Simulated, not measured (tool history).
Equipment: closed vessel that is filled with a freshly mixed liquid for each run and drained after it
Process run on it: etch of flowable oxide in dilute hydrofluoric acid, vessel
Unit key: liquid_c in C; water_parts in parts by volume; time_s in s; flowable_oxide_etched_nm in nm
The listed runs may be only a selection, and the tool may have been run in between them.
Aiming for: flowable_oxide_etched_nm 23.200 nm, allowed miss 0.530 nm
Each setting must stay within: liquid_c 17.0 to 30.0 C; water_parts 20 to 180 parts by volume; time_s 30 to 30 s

run  hour  liquid_c  water_parts  time_s  flowable_oxide_etched_nm
  1   0.0      22.0          100      30                    10.409
  2   5.0      23.5           90      30                    12.539
  3   7.1      25.0           85      30                    14.057
  4  16.4      26.0           80      30                    15.764
  5  18.2      29.0           80      30                    17.635
  6  21.4      29.0           75      30                    19.007
  7  29.1      30.0           60      30                    25.165
  8  35.7      29.5           60      30                    24.891
  9  39.5      29.5           60      30                    24.965
 10  47.2      29.0           60      30                    24.355
 11  52.5      28.5           60      30                    24.029

Exercise: of the 5 proposed moves below, exactly one satisfies all targets within the stated allowed misses. Which move is it?
  A  57.8      28.5           65      30                         ?
  B  57.8      25.5           55      30                         ?
  C  57.8      26.5           60      30                         ?
  D  57.8      29.0           65      30                         ?
  E  57.8      28.0           65      30                         ?

move  flowable_oxide_etched_nm
   A                    21.577
   B                    22.948
   C                    21.749
   D                    22.003
   E                    21.158
A: moves the result that the last run missed by most past its target, out the other side
B: all results land within tolerance of their targets
C: moves the result that the last run missed by most past its target, out the other side
D: moves the result that the last run missed by most past its target, out the other side
E: moves the result that the last run missed by most past its target, out the other side
B is the move that brings every result within its allowed miss.
